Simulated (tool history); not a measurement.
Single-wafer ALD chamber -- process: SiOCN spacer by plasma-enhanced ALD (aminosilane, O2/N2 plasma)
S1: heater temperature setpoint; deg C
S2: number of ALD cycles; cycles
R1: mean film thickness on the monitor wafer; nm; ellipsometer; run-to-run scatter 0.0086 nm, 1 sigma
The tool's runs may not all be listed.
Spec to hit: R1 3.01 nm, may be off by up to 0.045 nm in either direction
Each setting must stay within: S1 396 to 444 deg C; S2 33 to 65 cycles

run 1 hour=0 | S1=420 S2=49 | R1=2.6264
run 2 hour=1.8 | S1=415 S2=50 | R1=2.7304
run 3 hour=8.9 | S1=411 S2=51 | R1=2.8362
run 4 hour=14.9 | S1=405 S2=51 | R1=2.898
run 5 hour=18.5 | S1=403 S2=51 | R1=2.9077
run 6 hour=23.7 | S1=402 S2=51 | R1=2.9108
run 7 hour=25.4 | S1=401 S2=51 | R1=2.917
run 8 hour=30 | S1=400 S2=51 | R1=2.9095

5 candidate next runs follow, results not yet known. Just one meets every target within its allowed miss. Identify it.
run A hour=34.6 | S1=399 S2=51 | R1=?
run B hour=34.6 | S1=396 S2=51 | R1=?
run C hour=34.6 | S1=399 S2=54 | R1=?
run D hour=34.6 | S1=400 S2=55 | R1=?
run E hour=34.6 | S1=396 S2=53 | R1=?

move=A R1=2.9167
move=B R1=2.9167
move=C R1=3.0882
move=D R1=3.1454
move=E R1=3.031
A: nearer than the last run, and not there yet
B: nearer than the last run, and not there yet
C: takes the result that was furthest off past its target
D: takes the result that was furthest off past its target
E: all results in spec
E meets every target.

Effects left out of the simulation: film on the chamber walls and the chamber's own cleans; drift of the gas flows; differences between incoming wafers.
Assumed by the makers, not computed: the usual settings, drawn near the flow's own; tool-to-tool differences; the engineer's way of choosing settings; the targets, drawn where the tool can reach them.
